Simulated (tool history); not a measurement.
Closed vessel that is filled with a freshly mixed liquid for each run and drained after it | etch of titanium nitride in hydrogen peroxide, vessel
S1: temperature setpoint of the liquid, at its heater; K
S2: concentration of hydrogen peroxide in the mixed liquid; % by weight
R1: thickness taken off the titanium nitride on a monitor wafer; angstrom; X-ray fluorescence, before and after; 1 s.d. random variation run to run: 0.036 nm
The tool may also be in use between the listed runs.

Run 1, hour 0: S1 329.15 K, S2 18.5 % by weight, time in the liquid (s) 220. Result: R1 86.135 angstrom.
Run 2, hour 1.2: S1 326.65 K, S2 18.5 % by weight, time in the liquid (s) 220. Result: R1 71.814 angstrom.
Run 3, hour 10: S1 332.15 K, S2 18.5 % by weight, time in the liquid (s) 220. Result: R1 105.87 angstrom.
Run 4, hour 18.7: S1 329.15 K, S2 18.5 % by weight, time in the liquid (s) 220. Result: R1 84.376 angstrom.
Run 5, hour 23.1: S1 336.15 K, S2 18.5 % by weight, time in the liquid (s) 220. Result: R1 137.36 angstrom.
Run 6, hour 28.2: S1 332.15 K, S2 18.5 % by weight, time in the liquid (s) 220. Result: R1 104.66 angstrom.
Run 7, hour 30.4: S1 328.65 K, S2 18.5 % by weight, time in the liquid (s) 220. Result: R1 81.8 angstrom.
Run 8, hour 38.2: S1 328.65 K, S2 18.5 % by weight, time in the liquid (s) 220. Result: R1 83.17 angstrom.
Run 9, hour 44.2: S1 326.15 K, S2 18.5 % by weight, time in the liquid (s) 220. Result: R1 69.403 angstrom.
Run 10, hour 50.2: S1 324.15 K, S2 18.5 % by weight, time in the liquid (s) 220. Result: R1 59.956 angstrom.
Run 11, hour 53.8: S1 322.65 K, S2 18.5 % by weight, time in the liquid (s) 220. Result: R1 54.024 angstrom.
Run 12, hour 55.5: S1 321.65 K, S2 18.5 % by weight, time in the liquid (s) 220. Result: R1 50.515 angstrom.
Run 13, hour 62.5: S1 321.65 K, S2 18.5 % by weight, time in the liquid (s) 220. Result: R1 50.151 angstrom.
Run 14, hour 63.2: S1 320.65 K, S2 18.5 % by weight, time in the liquid (s) 220. Result: R1 46.61 angstrom.
Run 15, hour 63.8: S1 320.15 K, S2 18.5 % by weight, time in the liquid (s) 220. Result: R1 45.318 angstrom.

Run 16 is up next; what results do you expect?
Run 16, hour 69.2: S1 319.65 K, S2 18.5 % by weight, time in the liquid (s) 220. Result: R1 ?.

R1: 43.25 angstrom
